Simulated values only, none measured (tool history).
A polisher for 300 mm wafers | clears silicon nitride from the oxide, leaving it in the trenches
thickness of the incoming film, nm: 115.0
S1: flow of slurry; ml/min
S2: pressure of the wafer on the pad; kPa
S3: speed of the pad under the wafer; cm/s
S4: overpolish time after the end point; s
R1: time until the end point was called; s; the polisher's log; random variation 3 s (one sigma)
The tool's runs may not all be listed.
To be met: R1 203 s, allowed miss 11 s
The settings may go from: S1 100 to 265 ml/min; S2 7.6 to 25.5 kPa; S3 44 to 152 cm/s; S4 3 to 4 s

Run 1, hour 0: S1 170 ml/min, S2 16.5 kPa, S3 98 cm/s, S4 4 s. Result: R1 146.21 s.
Run 2, hour 7.3: S1 170 ml/min, S2 16.5 kPa, S3 118 cm/s, S4 4 s. Result: R1 120.01 s.
Run 3, hour 12.2: S1 150 ml/min, S2 16.5 kPa, S3 118 cm/s, S4 4 s. Result: R1 126.51 s.
Run 4, hour 13.5: S1 150 ml/min, S2 13.8 kPa, S3 118 cm/s, S4 4 s. Result: R1 149.13 s.
Run 5, hour 16.8: S1 150 ml/min, S2 13.8 kPa, S3 118 cm/s, S4 3 s. Result: R1 149.94 s.
Run 6, hour 25.4: S1 150 ml/min, S2 13.1 kPa, S3 118 cm/s, S4 3 s. Result: R1 154.97 s.
Run 7, hour 27.5: S1 150 ml/min, S2 13.1 kPa, S3 118 cm/s, S4 3 s. Result: R1 155.84 s.
Run 8, hour 36.4: S1 150 ml/min, S2 12.4 kPa, S3 118 cm/s, S4 3 s. Result: R1 163.42 s.
Run 9, hour 38.2: S1 150 ml/min, S2 11.7 kPa, S3 118 cm/s, S4 3 s. Result: R1 181.03 s.

Which of these 4 next moves meets every target?
Run A, hour 40: S1 145 ml/min, S2 13.1 kPa, S3 114 cm/s, S4 4 s. Result: R1 ?.
Run B, hour 40: S1 150 ml/min, S2 12.4 kPa, S3 122 cm/s, S4 3 s. Result: R1 ?.
Run C, hour 40: S1 150 ml/min, S2 11 kPa, S3 106 cm/s, S4 3 s. Result: R1 ?.
Run D, hour 40: S1 100 ml/min, S2 13.8 kPa, S3 118 cm/s, S4 3 s. Result: R1 ?.

move      R1
   A  161.77
   B  158.59
   C  203.58
   D  160.38
A: further off than the last run
B: further off than the last run
C: meets every target
D: further off than the last run
Move C is the one to make.

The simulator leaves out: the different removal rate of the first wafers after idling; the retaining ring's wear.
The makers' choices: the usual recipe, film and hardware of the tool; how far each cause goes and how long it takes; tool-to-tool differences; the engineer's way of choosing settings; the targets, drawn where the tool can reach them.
